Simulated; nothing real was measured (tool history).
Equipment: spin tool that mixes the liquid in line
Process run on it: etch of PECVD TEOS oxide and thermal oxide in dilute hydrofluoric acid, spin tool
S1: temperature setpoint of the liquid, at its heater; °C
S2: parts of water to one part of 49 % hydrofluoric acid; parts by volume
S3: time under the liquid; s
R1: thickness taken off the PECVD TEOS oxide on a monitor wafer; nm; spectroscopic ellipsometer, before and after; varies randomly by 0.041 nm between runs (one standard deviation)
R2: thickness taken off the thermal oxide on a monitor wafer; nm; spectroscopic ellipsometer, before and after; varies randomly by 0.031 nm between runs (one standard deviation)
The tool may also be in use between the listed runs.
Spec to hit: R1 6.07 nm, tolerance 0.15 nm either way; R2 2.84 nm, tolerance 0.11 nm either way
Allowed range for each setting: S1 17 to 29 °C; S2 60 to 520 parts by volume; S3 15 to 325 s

run,hour,S1,S2,S3,R1,R2
1,0,21,290,165,4.5131,2.0648
2,6.9,23.5,290,165,4.8572,2.3432
3,10.1,23.5,275,165,5.307,2.5317
4,15.8,23.5,330,165,4.2254,1.9468
5,22.4,25,330,165,4.3645,2.0769
6,24.3,23,330,165,4.1113,1.9068
7,29.3,27,255,165,6.5113,3.0876
8,37.2,26.5,255,165,6.4076,3.0005
9,39.8,26,255,165,6.3288,2.9676

Which single option among these 4 for the next run brings every result within its allowed miss of target? Just one does.
A,42.4,17,80,55,?,?
B,42.4,27,310,185,?,?
C,42.4,26,325,200,?,?
D,42.4,29,230,125,?,?

move,R1,R2
A,5.679,2.7036
B,5.6724,2.7004
C,5.5728,2.653
D,6.0291,2.8703
A: takes the biggest miss from the last run beyond its target
B: takes the biggest miss from the last run beyond its target
C: takes the biggest miss from the last run beyond its target
D: meets every target
So the answer is move D, the one that meets all the targets.
